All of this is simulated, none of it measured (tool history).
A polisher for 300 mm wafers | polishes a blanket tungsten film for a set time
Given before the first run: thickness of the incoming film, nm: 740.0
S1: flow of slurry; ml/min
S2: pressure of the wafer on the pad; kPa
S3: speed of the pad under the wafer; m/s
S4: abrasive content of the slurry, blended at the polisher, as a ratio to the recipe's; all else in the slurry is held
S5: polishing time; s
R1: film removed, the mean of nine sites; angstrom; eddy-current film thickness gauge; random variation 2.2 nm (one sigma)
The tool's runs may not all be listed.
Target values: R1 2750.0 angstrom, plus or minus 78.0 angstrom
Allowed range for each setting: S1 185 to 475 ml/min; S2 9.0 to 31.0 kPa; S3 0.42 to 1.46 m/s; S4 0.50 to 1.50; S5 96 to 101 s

Run 1, hour 0.0: S1 305 ml/min, S2 20.0 kPa, S3 0.94 m/s, S4 1.00, S5 96 s. Result: R1 3164.4 angstrom.
Run 2, hour 2.0: S1 305 ml/min, S2 20.0 kPa, S3 0.94 m/s, S4 0.90, S5 96 s. Result: R1 3114.8 angstrom.
Run 3, hour 8.9: S1 305 ml/min, S2 20.0 kPa, S3 0.74 m/s, S4 0.90, S5 96 s. Result: R1 2458.6 angstrom.
Run 4, hour 15.2: S1 305 ml/min, S2 20.0 kPa, S3 0.74 m/s, S4 0.90, S5 96 s. Result: R1 2470.4 angstrom.
Run 5, hour 18.2: S1 305 ml/min, S2 20.7 kPa, S3 0.74 m/s, S4 0.90, S5 96 s. Result: R1 2565.8 angstrom.
Run 6, hour 20.3: S1 305 ml/min, S2 24.8 kPa, S3 0.74 m/s, S4 0.90, S5 96 s. Result: R1 3060.7 angstrom.
Run 7, hour 22.4: S1 305 ml/min, S2 24.1 kPa, S3 0.74 m/s, S4 0.90, S5 96 s. Result: R1 3004.3 angstrom.
Run 8, hour 26.7: S1 305 ml/min, S2 24.1 kPa, S3 0.74 m/s, S4 0.90, S5 96 s. Result: R1 2986.2 angstrom.
Run 9, hour 27.2: S1 305 ml/min, S2 23.4 kPa, S3 0.74 m/s, S4 0.90, S5 96 s. Result: R1 2889.8 angstrom.

Consider the 5 candidate settings below. Which is the only one whose results all fall within their allowed miss of target?
Run A, hour 27.7: S1 300 ml/min, S2 19.3 kPa, S3 0.82 m/s, S4 0.90, S5 101 s. Result: R1 ?.
Run B, hour 27.7: S1 185 ml/min, S2 23.4 kPa, S3 0.88 m/s, S4 0.65, S5 96 s. Result: R1 ?.
Run C, hour 27.7: S1 280 ml/min, S2 22.8 kPa, S3 0.82 m/s, S4 0.85, S5 101 s. Result: R1 ?.
Run D, hour 27.7: S1 475 ml/min, S2 22.8 kPa, S3 0.76 m/s, S4 0.90, S5 96 s. Result: R1 ?.
Run E, hour 27.7: S1 380 ml/min, S2 23.4 kPa, S3 0.78 m/s, S4 0.60, S5 100 s. Result: R1 ?.

move      R1
   A  2785.2
   B  2954.0
   C  3197.4
   D  2989.7
   E  2921.2
A: hits every target within its allowed miss
B: its largest miss is bigger than the last run's
C: its largest miss is bigger than the last run's
D: its largest miss is bigger than the last run's
E: its largest miss is bigger than the last run's
Answer: A
